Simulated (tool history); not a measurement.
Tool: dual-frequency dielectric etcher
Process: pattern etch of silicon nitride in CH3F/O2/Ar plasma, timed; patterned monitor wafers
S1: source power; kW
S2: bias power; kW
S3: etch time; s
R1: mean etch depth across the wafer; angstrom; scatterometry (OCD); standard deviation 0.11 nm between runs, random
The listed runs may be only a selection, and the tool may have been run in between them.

{"run": 1, "hour": 0.0, "S1": 0.53, "S2": 0.079, "S3": 26, "R1": 207.37}
{"run": 2, "hour": 2.9, "S1": 0.53, "S2": 0.079, "S3": 26, "R1": 209.51}
{"run": 3, "hour": 7.5, "S1": 0.5, "S2": 0.078, "S3": 26, "R1": 201.2}
{"run": 4, "hour": 9.1, "S1": 0.48, "S2": 0.078, "S3": 26, "R1": 199.74}
{"run": 5, "hour": 11.7, "S1": 0.56, "S2": 0.078, "S3": 26, "R1": 212.31}
{"run": 6, "hour": 13.9, "S1": 0.52, "S2": 0.078, "S3": 26, "R1": 208.41}

What will run 7 give?
{"run": 7, "hour": 15.5, "S1": 0.5, "S2": 0.077, "S3": 26, "R1": "?"}

{"run 7": {"R1": 202.05}}
